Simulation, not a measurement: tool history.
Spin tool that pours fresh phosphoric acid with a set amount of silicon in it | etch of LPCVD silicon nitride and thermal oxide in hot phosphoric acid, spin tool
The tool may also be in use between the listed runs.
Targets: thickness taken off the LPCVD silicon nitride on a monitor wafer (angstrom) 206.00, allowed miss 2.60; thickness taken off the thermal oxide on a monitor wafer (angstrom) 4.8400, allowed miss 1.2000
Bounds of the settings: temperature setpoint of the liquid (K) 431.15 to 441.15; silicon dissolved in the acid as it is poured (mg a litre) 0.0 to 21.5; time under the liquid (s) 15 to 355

run  hour  temperature setpoint of the liquid (K)  silicon dissolved in the acid as it is poured (mg a litre)  time under the liquid (s)  thickness taken off the LPCVD silicon nitride on a monitor wafer (angstrom)  thickness taken off the thermal oxide on a monitor wafer (angstrom)
  1   0.0                                  436.15                                                         9.5                        180                                                                       185.02                                                               4.2900
  2   3.8                                  436.15                                                         9.5                        135                                                                       138.79                                                               3.2473
  3   5.0                                  437.15                                                        10.5                        145                                                                       154.86                                                               4.2168
  4  13.2                                  437.15                                                         6.0                        145                                                                       154.15                                                               4.1813
  5  18.9                                  435.15                                                         6.0                        145                                                                       144.66                                                               4.0848
  6  22.4                                  436.15                                                         7.0                        150                                                                       154.04                                                               4.0655
  7  30.2                                  437.15                                                         8.0                        155                                                                       164.29                                                               4.8603
  8  32.0                                  437.65                                                        10.5                        160                                                                       173.50                                                               4.5497
  9  34.8                                  438.15                                                        12.5                        160                                                                       175.89                                                               3.7259
 10  36.4                                  440.65                                                         9.5                        175                                                                       209.21                                                               5.9698
 11  43.9                                  440.65                                                        10.5                        175                                                                       208.49                                                               5.8462
 12  52.3                                  440.65                                                        11.0                        175                                                                       207.89                                                               5.1569
 13  60.9                                  440.65                                                        11.5                        175                                                                       209.18                                                               5.7501
     69.4  -- dissolved silicon flow meter replaced
 14  69.4                                  440.65                                                        12.0                        175                                                                       208.35                                                               6.1435
 15  70.4                                  440.65                                                        13.5                        175                                                                       208.54                                                               5.6122
 16  72.1                                  440.65                                                        14.5                        175                                                                       208.56                                                               5.8228
 17  78.7                                  440.65                                                        14.5                        175                                                                       209.38                                                               5.9416

4 next moves are on the table. One of them brings every result within its allowed miss. Which?
  A  85.3                                  438.15                                                         7.0                        195                                                                            ?                                                                    ?
  B  85.3                                  441.15                                                        16.5                        175                                                                            ?                                                                    ?
  C  85.3                                  441.15                                                        20.0                        170                                                                            ?                                                                    ?
  D  85.3                                  436.15                                                        11.0                        210                                                                            ?                                                                    ?

move  thickness taken off the LPCVD silicon nitride on a monitor wafer (angstrom)  thickness taken off the thermal oxide on a monitor wafer (angstrom)
   A                                                                       215.78                                                               5.5134
   B                                                                       213.54                                                               4.9244
   C                                                                       207.44                                                               4.3488
   D                                                                       217.55                                                               4.7058
A: further off than the last run
B: further off than the last run
C: meets every target
D: further off than the last run
The right move is C.

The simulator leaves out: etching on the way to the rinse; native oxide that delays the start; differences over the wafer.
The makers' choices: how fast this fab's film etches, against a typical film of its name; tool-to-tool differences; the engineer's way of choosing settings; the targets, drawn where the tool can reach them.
